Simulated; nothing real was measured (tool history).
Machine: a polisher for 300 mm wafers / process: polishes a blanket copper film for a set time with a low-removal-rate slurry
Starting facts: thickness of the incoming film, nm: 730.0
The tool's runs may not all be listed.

run,hour,flow of slurry (ml/min),pressure of the wafer on the pad (psi),speed of the pad under the wafer (cm/s),abrasive content of the slurry,polishing time (s),film removed (nm)
1,0.0,270,2.9,138,1.0,43,126.100
2,3.1,270,2.9,138,1.0,43,124.420
3,6.9,270,2.5,134,1.0,43,104.810
4,9.9,270,2.2,132,1.0,43,91.636
5,16.5,270,2.2,132,0.9,43,89.252
6,22.7,310,2.2,132,0.9,43,87.664
7,30.6,310,1.4,130,0.9,43,57.484
8,37.7,310,1.7,130,0.9,43,69.948
# hour 39.7: slurry blender recalibrated
9,39.7,310,1.6,130,0.9,43,75.539
10,46.4,310,1.6,130,0.9,43,76.135
11,51.0,310,1.3,118,0.9,43,56.319
12,55.6,310,1.4,118,0.9,43,60.340

What will run 13 give?
13,60.3,310,1.6,118,0.9,43,?

For run 13 the tool returned film removed (nm) 68.499.

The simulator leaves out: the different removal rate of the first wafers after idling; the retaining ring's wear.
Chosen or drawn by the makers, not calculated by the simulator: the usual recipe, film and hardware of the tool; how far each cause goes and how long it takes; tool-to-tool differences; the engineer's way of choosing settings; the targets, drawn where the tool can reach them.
